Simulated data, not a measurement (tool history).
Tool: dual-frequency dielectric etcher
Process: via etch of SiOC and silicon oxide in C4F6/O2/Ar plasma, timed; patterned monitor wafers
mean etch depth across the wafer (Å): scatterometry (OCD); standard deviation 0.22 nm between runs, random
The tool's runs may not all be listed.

| run | hour | source power (W) | bias power (W) | etch time (s) | mean etch depth across the wafer (Å) |
|---|---|---|---|---|---|
| 1 | 0.0 | 380 | 141 | 33.5 | 335.21 |
| 2 | 3.3 | 310 | 141 | 33.5 | 316.86 |
| 3 | 8.9 | 340 | 144 | 33.5 | 324.60 |
| 4 | 15.1 | 340 | 144 | 31.0 | 297.99 |
| 5 | 16.4 | 340 | 144 | 31.0 | 300.86 |
| 6 | 17.4 | 340 | 144 | 33.5 | 325.42 |
| 7 | 21.4 | 360 | 147 | 33.5 | 334.16 |
| 8 | 26.9 | 380 | 148 | 33.5 | 339.64 |

Run 9 has not been measured yet. What should we expect?
| 9 | 33.8 | 400 | 149 | 33.5 | ? |

{"run 9": {"mean etch depth across the wafer (Å)": 344.95}}
